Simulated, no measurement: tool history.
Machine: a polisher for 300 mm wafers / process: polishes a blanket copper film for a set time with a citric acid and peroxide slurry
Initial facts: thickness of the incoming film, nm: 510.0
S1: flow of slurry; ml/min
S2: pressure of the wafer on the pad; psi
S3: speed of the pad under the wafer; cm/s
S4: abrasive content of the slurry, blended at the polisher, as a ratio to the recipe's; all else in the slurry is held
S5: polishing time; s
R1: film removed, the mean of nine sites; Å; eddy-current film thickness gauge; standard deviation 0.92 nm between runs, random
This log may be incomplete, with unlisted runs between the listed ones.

run  hour   S1   S2   S3    S4  S5      R1
  1   0.0  265  3.0  114  1.00  91  2376.6
  2   2.6  265  3.0  126  1.00  91  2617.7
  3   5.7  265  2.7  126  1.00  91  2341.5
  4  12.6  330  2.7  126  1.00  91  2411.3
  5  18.6  325  2.3  122  1.00  91  1991.3
  6  22.7  325  2.3  122  0.85  91  1926.0
  7  27.7  295  1.5  114  0.85  91  1205.3

Run 8 comes next. What will it give?
  8  33.0  320  1.5  114  0.85  91   ?

{"run 8": {"R1": 1211.2}}

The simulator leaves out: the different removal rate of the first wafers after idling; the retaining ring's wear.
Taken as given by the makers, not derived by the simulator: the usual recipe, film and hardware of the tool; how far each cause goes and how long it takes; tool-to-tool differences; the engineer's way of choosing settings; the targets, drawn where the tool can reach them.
